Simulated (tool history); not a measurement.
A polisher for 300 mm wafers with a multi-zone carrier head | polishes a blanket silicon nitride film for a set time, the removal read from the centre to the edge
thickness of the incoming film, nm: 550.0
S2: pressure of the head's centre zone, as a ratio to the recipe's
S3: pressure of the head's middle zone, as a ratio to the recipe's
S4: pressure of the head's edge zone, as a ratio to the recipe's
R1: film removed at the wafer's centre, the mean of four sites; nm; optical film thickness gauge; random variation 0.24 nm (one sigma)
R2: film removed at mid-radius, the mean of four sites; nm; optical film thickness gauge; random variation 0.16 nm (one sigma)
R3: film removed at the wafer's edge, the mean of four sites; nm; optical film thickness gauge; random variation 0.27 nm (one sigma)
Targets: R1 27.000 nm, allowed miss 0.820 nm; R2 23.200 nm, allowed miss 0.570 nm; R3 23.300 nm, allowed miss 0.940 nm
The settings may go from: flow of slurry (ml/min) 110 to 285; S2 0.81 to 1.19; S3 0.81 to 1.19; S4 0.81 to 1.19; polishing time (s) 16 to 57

Run 1, hour 0.0: flow of slurry (ml/min) 180, S2 1.00, S3 1.00, S4 1.00, polishing time (s) 36. Result: R1 45.799 nm, R2 47.354 nm, R3 46.423 nm.
Run 2, hour 1.3: flow of slurry (ml/min) 150, S2 1.00, S3 1.00, S4 1.00, polishing time (s) 36. Result: R1 45.285 nm, R2 46.152 nm, R3 45.050 nm.
Run 3, hour 4.9: flow of slurry (ml/min) 145, S2 1.01, S3 0.99, S4 0.98, polishing time (s) 34. Result: R1 42.789 nm, R2 43.466 nm, R3 42.393 nm.
Run 4, hour 13.7: flow of slurry (ml/min) 145, S2 0.94, S3 0.99, S4 0.98, polishing time (s) 34. Result: R1 39.762 nm, R2 42.920 nm, R3 42.136 nm.
Run 5, hour 16.6: flow of slurry (ml/min) 140, S2 0.96, S3 0.97, S4 0.96, polishing time (s) 32. Result: R1 37.919 nm, R2 39.455 nm, R3 39.936 nm.
Run 6, hour 22.9: flow of slurry (ml/min) 135, S2 0.98, S3 0.96, S4 0.94, polishing time (s) 30. Result: R1 35.716 nm, R2 36.553 nm, R3 36.071 nm.
Run 7, hour 31.8: flow of slurry (ml/min) 135, S2 0.99, S3 0.95, S4 0.93, polishing time (s) 29. Result: R1 35.412 nm, R2 35.001 nm, R3 34.894 nm.
Run 8, hour 39.0: flow of slurry (ml/min) 135, S2 1.00, S3 0.94, S4 0.92, polishing time (s) 28. Result: R1 34.172 nm, R2 33.602 nm, R3 33.899 nm.
Run 9, hour 42.8: flow of slurry (ml/min) 135, S2 1.01, S3 0.93, S4 0.91, polishing time (s) 27. Result: R1 33.179 nm, R2 31.940 nm, R3 32.379 nm.

4 next moves are on the table. One of them brings every result within its allowed miss. Which?
Run A, hour 46.6: flow of slurry (ml/min) 110, S2 1.01, S3 0.91, S4 0.93, polishing time (s) 36. Result: R1 ?, R2 ?, R3 ?.
Run B, hour 46.6: flow of slurry (ml/min) 110, S2 1.14, S3 0.94, S4 0.91, polishing time (s) 20. Result: R1 ?, R2 ?, R3 ?.
Run C, hour 46.6: flow of slurry (ml/min) 135, S2 0.90, S3 1.08, S4 0.92, polishing time (s) 37. Result: R1 ?, R2 ?, R3 ?.
Run D, hour 46.6: flow of slurry (ml/min) 115, S2 1.09, S3 0.89, S4 0.87, polishing time (s) 22. Result: R1 ?, R2 ?, R3 ?.

move      R1      R2      R3
   A  42.983  40.985  42.150
   B  26.982  23.378  23.173
   C  41.158  50.632  44.205
   D  28.649  24.801  25.145
A: further off than the last run
B: meets every target
C: further off than the last run
D: nearer than the last run, and not there yet
The right move is B.
